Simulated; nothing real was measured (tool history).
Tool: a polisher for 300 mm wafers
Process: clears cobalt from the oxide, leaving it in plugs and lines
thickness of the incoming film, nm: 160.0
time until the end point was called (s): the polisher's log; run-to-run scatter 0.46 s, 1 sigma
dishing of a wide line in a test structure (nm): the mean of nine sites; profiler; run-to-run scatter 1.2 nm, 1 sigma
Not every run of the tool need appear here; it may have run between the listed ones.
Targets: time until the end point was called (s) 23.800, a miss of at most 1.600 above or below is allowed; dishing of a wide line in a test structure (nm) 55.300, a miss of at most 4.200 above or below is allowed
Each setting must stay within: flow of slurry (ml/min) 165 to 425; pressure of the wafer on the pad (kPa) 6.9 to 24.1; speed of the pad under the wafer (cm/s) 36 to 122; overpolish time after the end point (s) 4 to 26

| run | day | flow of slurry (ml/min) | pressure of the wafer on the pad (kPa) | speed of the pad under the wafer (cm/s) | overpolish time after the end point (s) | time until the end point was called (s) | dishing of a wide line in a test structure (nm) |
|---|---|---|---|---|---|---|---|
| 1 | 0.000 | 275 | 15.2 | 78 | 13 | 38.653 | 32.679 |
| 2 | 0.133 | 335 | 15.2 | 78 | 13 | 39.515 | 32.992 |
| 3 | 0.392 | 365 | 15.2 | 78 | 13 | 39.091 | 33.732 |
| 4 | 0.475 | 365 | 15.2 | 96 | 13 | 33.042 | 37.557 |
| 5 | 0.654 | 365 | 15.9 | 96 | 14 | 31.846 | 39.621 |
| 6 | 1.000 | 365 | 15.9 | 88 | 14 | 33.958 | 38.031 |
| 7 | 1.167 | 365 | 20.0 | 92 | 17 | 26.061 | 48.539 |
| 8 | 1.267 | 365 | 20.7 | 94 | 18 | 24.711 | 48.915 |

4 next moves are on the table. One of them brings every result within its allowed miss. Which?
| A | 1.367 | 365 | 20.0 | 102 | 22 | ? | ? |
| B | 1.367 | 410 | 17.9 | 98 | 24 | ? | ? |
| C | 1.367 | 390 | 17.2 | 108 | 12 | ? | ? |
| D | 1.367 | 360 | 19.3 | 92 | 16 | ? | ? |

| move | time until the end point was called (s) | dishing of a wide line in a test structure (nm) |
|---|---|---|
| A | 23.757 | 54.872 |
| B | 27.117 | 54.244 |
| C | 26.032 | 41.159 |
| D | 26.838 | 46.827 |
A: in spec on every target
B: corrects the largest miss of the last run, while another result sits out of spec
C: its largest miss is bigger than the last run's
D: its largest miss is bigger than the last run's
The right move is A.

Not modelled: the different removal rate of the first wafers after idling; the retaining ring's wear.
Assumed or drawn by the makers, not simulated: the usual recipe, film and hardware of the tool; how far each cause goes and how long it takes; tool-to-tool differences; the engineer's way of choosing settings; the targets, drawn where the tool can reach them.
